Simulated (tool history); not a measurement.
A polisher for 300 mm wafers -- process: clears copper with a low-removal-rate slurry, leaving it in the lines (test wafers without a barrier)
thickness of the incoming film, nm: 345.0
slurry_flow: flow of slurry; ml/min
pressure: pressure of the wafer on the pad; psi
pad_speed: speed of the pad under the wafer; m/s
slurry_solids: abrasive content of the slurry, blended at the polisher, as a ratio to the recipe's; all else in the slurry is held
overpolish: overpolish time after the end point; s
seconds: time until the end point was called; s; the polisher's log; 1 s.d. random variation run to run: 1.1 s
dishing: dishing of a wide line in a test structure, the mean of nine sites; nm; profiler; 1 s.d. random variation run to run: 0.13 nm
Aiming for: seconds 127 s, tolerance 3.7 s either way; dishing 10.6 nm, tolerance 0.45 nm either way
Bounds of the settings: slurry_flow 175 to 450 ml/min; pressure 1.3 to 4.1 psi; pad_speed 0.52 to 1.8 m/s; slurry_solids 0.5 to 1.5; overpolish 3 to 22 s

run	hour	slurry_flow	pressure	pad_speed	slurry_solids	overpolish	seconds	dishing
1	0	290	2.7	1.16	1	11	84.076	31.052
2	5.1	290	2.7	1.16	1	6	84.213	18.322
3	11.5	260	2.7	1.16	1	6	84.64	18.007
4	15.4	260	2.7	1.16	0.85	6	86.488	18.036
5	21.7	260	2.7	1.16	0.85	3	87.454	9.3287
6	24.8	260	3	1.16	0.85	3	78.584	10.285
7	26.8	260	2.6	1.16	0.85	3	91.192	9.0807
8	30.5	260	2.6	1.16	0.85	3	91.376	9.1059

4 next moves are on the table. One of them brings every result within its allowed miss. Which?
A	34.2	285	2	0.8	1	6	?	?
B	34.2	175	2.6	1.56	1	3	?	?
C	34.2	260	2.4	0.98	1.05	4	?	?
D	34.2	335	2.8	0.74	0.9	5	?	?

move	seconds	dishing
A	160.65	10.051
B	68.653	11.701
C	110.75	9.7664
D	125.95	10.703
A: the result that was furthest off in the last run now lies on the other side of its target
B: the biggest miss grows against the last run
C: nearer than the last run, and not there yet
D: all results land within tolerance of their targets
Correct choice: D, which meets every target
